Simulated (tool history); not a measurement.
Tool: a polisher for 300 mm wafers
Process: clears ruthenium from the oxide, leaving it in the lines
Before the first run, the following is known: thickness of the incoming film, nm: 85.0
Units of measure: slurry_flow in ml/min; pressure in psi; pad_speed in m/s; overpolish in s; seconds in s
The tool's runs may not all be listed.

run	hour	slurry_flow	pressure	pad_speed	overpolish	seconds
1	0	300	1.8	0.84	23	85.254
2	1	300	2	0.84	23	75.972
3	6.2	300	2.1	0.84	23	73.981
4	9.2	300	2.1	0.84	23	71.887
5	15.7	300	2.2	0.84	23	70.37
6	17.1	330	2.2	0.84	23	69.972
7	25.6	330	2.2	0.84	23	68.989
8	33.6	330	2.3	0.84	23	65.63
9	37.4	330	2.4	0.84	23	62.652

Estimate the outcome of run 10 from the log above:
10	41.4	330	2.5	0.84	23	?

seconds: 60.863 s
